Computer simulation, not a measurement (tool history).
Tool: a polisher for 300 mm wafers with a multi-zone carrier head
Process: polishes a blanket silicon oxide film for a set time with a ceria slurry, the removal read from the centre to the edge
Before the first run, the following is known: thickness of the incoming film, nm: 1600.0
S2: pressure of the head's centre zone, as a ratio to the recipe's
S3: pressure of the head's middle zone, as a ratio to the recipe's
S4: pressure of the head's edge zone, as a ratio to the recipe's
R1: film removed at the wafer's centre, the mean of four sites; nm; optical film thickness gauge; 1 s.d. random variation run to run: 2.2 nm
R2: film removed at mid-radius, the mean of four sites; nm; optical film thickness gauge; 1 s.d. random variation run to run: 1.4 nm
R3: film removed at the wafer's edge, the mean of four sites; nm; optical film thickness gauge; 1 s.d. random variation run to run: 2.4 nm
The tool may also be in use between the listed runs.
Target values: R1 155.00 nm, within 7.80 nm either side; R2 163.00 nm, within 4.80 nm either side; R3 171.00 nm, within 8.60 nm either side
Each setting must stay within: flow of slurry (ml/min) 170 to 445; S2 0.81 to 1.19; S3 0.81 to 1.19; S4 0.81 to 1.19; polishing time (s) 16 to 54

{"run": 1, "hour": 0.0, "flow of slurry (ml/min)": 285, "S2": 1.0, "S3": 1.0, "S4": 1.0, "polishing time (s)": 35, "R1": 181.85, "R2": 180.38, "R3": 177.99}
{"run": 2, "hour": 3.9, "flow of slurry (ml/min)": 280, "S2": 0.99, "S3": 0.99, "S4": 1.0, "polishing time (s)": 35, "R1": 179.98, "R2": 180.11, "R3": 176.68}
{"run": 3, "hour": 8.4, "flow of slurry (ml/min)": 280, "S2": 0.98, "S3": 0.98, "S4": 1.0, "polishing time (s)": 35, "R1": 179.47, "R2": 179.11, "R3": 174.28}
{"run": 4, "hour": 15.9, "flow of slurry (ml/min)": 280, "S2": 0.98, "S3": 0.98, "S4": 1.0, "polishing time (s)": 41, "R1": 209.06, "R2": 208.91, "R3": 209.48}
{"run": 5, "hour": 18.0, "flow of slurry (ml/min)": 280, "S2": 0.91, "S3": 0.98, "S4": 1.0, "polishing time (s)": 41, "R1": 196.85, "R2": 210.18, "R3": 213.03}
{"run": 6, "hour": 20.7, "flow of slurry (ml/min)": 280, "S2": 0.91, "S3": 0.98, "S4": 1.07, "polishing time (s)": 41, "R1": 197.8, "R2": 208.88, "R3": 214.57}
{"run": 7, "hour": 26.2, "flow of slurry (ml/min)": 280, "S2": 0.9, "S3": 0.97, "S4": 1.07, "polishing time (s)": 40, "R1": 189.57, "R2": 199.65, "R3": 210.06}
{"hour": 29.8, "done": "worn pad replaced by a new one"}
{"run": 8, "hour": 29.8, "flow of slurry (ml/min)": 280, "S2": 0.9, "S3": 0.96, "S4": 1.06, "polishing time (s)": 39, "R1": 195.91, "R2": 209.0, "R3": 219.38}
{"run": 9, "hour": 31.1, "flow of slurry (ml/min)": 270, "S2": 0.9, "S3": 0.97, "S4": 1.08, "polishing time (s)": 38, "R1": 193.82, "R2": 204.77, "R3": 217.3}

Exercise: of the 4 proposed moves below, exactly one satisfies all targets within the stated allowed misses. Which move is it?
{"run": "A", "hour": 32.4, "flow of slurry (ml/min)": 315, "S2": 0.92, "S3": 0.98, "S4": 1.1, "polishing time (s)": 29, "R1": "?", "R2": "?", "R3": "?"}
{"run": "B", "hour": 32.4, "flow of slurry (ml/min)": 205, "S2": 1.16, "S3": 0.92, "S4": 1.16, "polishing time (s)": 48, "R1": "?", "R2": "?", "R3": "?"}
{"run": "C", "hour": 32.4, "flow of slurry (ml/min)": 305, "S2": 1.19, "S3": 0.81, "S4": 1.08, "polishing time (s)": 32, "R1": "?", "R2": "?", "R3": "?"}
{"run": "D", "hour": 32.4, "flow of slurry (ml/min)": 225, "S2": 1.07, "S3": 0.81, "S4": 1.16, "polishing time (s)": 38, "R1": "?", "R2": "?", "R3": "?"}

move=A R1=151.93 R2=161.69 R3=170.61
move=B R1=291.61 R2=239.74 R3=278.48
move=C R1=210.82 R2=151.68 R3=186.49
move=D R1=217.79 R2=173.50 R3=223.21
A: meets every target
B: further off than the last run
C: the result that was furthest off in the last run now lies on the other side of its target
D: nearer than the last run, and not there yet
Go with A: it meets all targets.
